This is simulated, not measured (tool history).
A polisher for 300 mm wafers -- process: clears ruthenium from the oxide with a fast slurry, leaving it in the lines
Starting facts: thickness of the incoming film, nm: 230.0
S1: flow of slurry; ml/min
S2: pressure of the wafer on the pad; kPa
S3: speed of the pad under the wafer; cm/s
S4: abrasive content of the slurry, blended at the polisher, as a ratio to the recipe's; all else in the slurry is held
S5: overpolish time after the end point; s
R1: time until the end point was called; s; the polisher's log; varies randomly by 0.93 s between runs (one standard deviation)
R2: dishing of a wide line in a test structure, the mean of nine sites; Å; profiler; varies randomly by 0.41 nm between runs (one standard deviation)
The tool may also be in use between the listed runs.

Run 1, hour 0: S1 155 ml/min, S2 22.1 kPa, S3 102 cm/s, S4 1, S5 15 s. Result: R1 40.255 s, R2 629.22 Å.
Run 2, hour 5.1: S1 160 ml/min, S2 21.4 kPa, S3 102 cm/s, S4 1, S5 14 s. Result: R1 40.888 s, R2 567.54 Å.
Run 3, hour 12: S1 160 ml/min, S2 21.4 kPa, S3 114 cm/s, S4 1, S5 14 s. Result: R1 36.876 s, R2 632.37 Å.
Run 4, hour 19.5: S1 165 ml/min, S2 20 kPa, S3 114 cm/s, S4 1, S5 13 s. Result: R1 38.638 s, R2 566.91 Å.
Run 5, hour 27.4: S1 170 ml/min, S2 18.6 kPa, S3 114 cm/s, S4 1, S5 12 s. Result: R1 40.313 s, R2 503.78 Å.
Run 6, hour 34.7: S1 170 ml/min, S2 18.6 kPa, S3 114 cm/s, S4 1.1, S5 12 s. Result: R1 40.791 s, R2 515.28 Å.
Run 7, hour 36.6: S1 175 ml/min, S2 17.9 kPa, S3 114 cm/s, S4 1.05, S5 12 s. Result: R1 40.605 s, R2 494.34 Å.
Run 8, hour 43.8: S1 180 ml/min, S2 17.2 kPa, S3 114 cm/s, S4 1.05, S5 12 s. Result: R1 43.27 s, R2 480.28 Å.

Forecast run 9:
Run 9, hour 48.4: S1 180 ml/min, S2 17.2 kPa, S3 114 cm/s, S4 1.05, S5 11 s. Result: R1 ?, R2 ?.

{"run 9": {"R1": 43.104, "R2": 445.32}}
